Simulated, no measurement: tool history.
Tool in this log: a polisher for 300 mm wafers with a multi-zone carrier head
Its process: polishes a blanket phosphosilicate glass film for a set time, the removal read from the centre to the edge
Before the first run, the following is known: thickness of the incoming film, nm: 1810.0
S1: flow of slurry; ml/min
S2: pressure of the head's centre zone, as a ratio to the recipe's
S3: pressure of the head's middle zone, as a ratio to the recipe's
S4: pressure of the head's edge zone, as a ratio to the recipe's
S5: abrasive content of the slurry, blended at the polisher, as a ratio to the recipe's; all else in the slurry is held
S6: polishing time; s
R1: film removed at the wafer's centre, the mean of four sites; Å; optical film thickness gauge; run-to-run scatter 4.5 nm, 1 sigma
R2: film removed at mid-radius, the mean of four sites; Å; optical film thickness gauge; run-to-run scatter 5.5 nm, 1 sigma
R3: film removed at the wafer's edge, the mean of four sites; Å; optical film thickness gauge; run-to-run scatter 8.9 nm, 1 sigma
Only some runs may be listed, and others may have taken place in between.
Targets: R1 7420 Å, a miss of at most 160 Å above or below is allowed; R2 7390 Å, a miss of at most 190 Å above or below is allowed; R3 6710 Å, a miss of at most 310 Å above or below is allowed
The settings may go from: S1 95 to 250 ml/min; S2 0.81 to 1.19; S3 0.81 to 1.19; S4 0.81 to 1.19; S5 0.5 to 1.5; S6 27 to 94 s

run 1 hour=0 | S1=160 S2=1 S3=1 S4=1 S5=1 S6=60 | R1=4886.7 R2=4772.8 R3=4690.4
run 2 hour=8.1 | S1=160 S2=1 S3=1 S4=0.95 S5=1 S6=60 | R1=4846.5 R2=4751.5 R3=4563.3
run 3 hour=16.6 | S1=170 S2=1.02 S3=1.03 S4=1 S5=1.1 S6=60 | R1=5209.6 R2=5166.8 R3=4991.4
run 4 hour=21.9 | S1=170 S2=1.02 S3=1.03 S4=1 S5=1.25 S6=60 | R1=5490.9 R2=5310.2 R3=5222.7
run 5 hour=23.3 | S1=185 S2=1.04 S3=1.06 S4=1.02 S5=1.3 S6=60 | R1=5763.6 R2=5600.6 R3=5443
run 6 hour=30.1 | S1=215 S2=1.04 S3=1.06 S4=1.02 S5=1.3 S6=60 | R1=5852 R2=5741.2 R3=5474.4
run 7 hour=34.7 | S1=215 S2=1.04 S3=1.06 S4=1.02 S5=1.3 S6=60 | R1=5888 R2=5778.3 R3=5522.7
-- hour=43.5 worn pad replaced by a new one
run 8 hour=43.5 | S1=240 S2=1.13 S3=1.16 S4=1.12 S5=1.5 S6=62 | R1=7686.2 R2=7379 R3=6808.9

Consider the 4 candidate settings below. Which is the only one whose results all fall within their allowed miss of target?
run A hour=52.3 | S1=250 S2=1.18 S3=1.15 S4=1.07 S5=1.5 S6=61 | R1=? R2=? R3=?
run B hour=52.3 | S1=245 S2=1.03 S3=1.16 S4=1.19 S5=1.4 S6=65 | R1=? R2=? R3=?
run C hour=52.3 | S1=230 S2=1.19 S3=1.18 S4=1.1 S5=1.5 S6=61 | R1=? R2=? R3=?
run D hour=52.3 | S1=250 S2=1.1 S3=1.17 S4=1.09 S5=1.5 S6=61 | R1=? R2=? R3=?

move=A R1=7922 R2=7333.7 R3=6542.5
move=B R1=7171.6 R2=7676.2 R3=7176
move=C R1=7907.9 R2=7427.9 R3=6585.1
move=D R1=7382.5 R2=7446.6 R3=6601.8
A: misses by more than the last run did
B: moves the result that the last run missed by most past its target, out the other side
C: misses by more than the last run did
D: every result lands within tolerance
Correct choice: D, which meets every target
